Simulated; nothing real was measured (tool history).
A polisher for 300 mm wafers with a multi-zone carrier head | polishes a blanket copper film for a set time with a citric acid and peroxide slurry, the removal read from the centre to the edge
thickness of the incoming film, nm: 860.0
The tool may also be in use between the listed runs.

run  hour  flow of slurry (ml/min)  pressure of the head's centre zone  pressure of the head's middle zone  pressure of the head's edge zone  abrasive content of the slurry  polishing time (s)  film removed at the wafer's centre (Å)  film removed at mid-radius (Å)  film removed at the wafer's edge (Å)
  1     0                      300                                   1                                   1                                 1                               1                  48                                  1455.2                          1508.5                                1475.8
  2   4.6                      300                                   1                                   1                                 1                               1                  53                                  1606.6                          1627.4                                1634.9
  3   6.2                      300                                1.04                                   1                                 1                               1                  53                                  1690.9                          1637.2                                1642.9
  4   7.9                      300                                1.03                                0.98                              0.97                             0.9                  48                                    1470                          1419.5                                1430.7
  5    10                      305                                1.02                                0.98                              0.95                             0.8                  44                                  1321.6                          1268.2                                1287.8
  6  10.6                      305                                1.01                                0.99                              0.93                            0.75                  41                                  1201.5                            1183                                1142.3

The next listed run, before its measurement:
  7    12                      300                                0.99                                0.98                              0.91                             0.7                  39                                       ?                               ?                                     ?

film removed at the wafer's centre (Å): 1108.3
film removed at mid-radius (Å): 1088.2
film removed at the wafer's edge (Å): 1079.9

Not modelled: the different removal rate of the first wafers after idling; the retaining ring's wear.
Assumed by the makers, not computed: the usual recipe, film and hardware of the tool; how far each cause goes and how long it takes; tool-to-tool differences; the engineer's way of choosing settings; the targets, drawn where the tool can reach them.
